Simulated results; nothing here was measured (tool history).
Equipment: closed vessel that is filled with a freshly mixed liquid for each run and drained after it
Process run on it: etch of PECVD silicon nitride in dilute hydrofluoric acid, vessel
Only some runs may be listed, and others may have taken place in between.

| run | hour | temperature setpoint of the liquid (°C) | parts of water to one part of 49 % hydrofluoric acid (parts by volume) | time in the liquid (s) | thickness taken off the PECVD silicon nitride on a monitor wafer (angstrom) |
|---|---|---|---|---|---|
| 1 | 0.0 | 23.0 | 200 | 525 | 87.512 |
| 2 | 8.0 | 23.0 | 160 | 525 | 108.300 |
| 3 | 10.0 | 25.5 | 135 | 525 | 150.190 |
| 4 | 15.5 | 25.5 | 135 | 525 | 151.640 |
| 5 | 23.6 | 27.0 | 130 | 525 | 174.930 |
| 6 | 32.3 | 28.5 | 125 | 525 | 196.910 |
| 7 | 37.8 | 29.5 | 120 | 525 | 223.440 |

Estimate the outcome of run 8 from the log above:
| 8 | 39.5 | 30.0 | 120 | 525 | ? |

Run 8 produced thickness taken off the PECVD silicon nitride on a monitor wafer (angstrom) 229.720.

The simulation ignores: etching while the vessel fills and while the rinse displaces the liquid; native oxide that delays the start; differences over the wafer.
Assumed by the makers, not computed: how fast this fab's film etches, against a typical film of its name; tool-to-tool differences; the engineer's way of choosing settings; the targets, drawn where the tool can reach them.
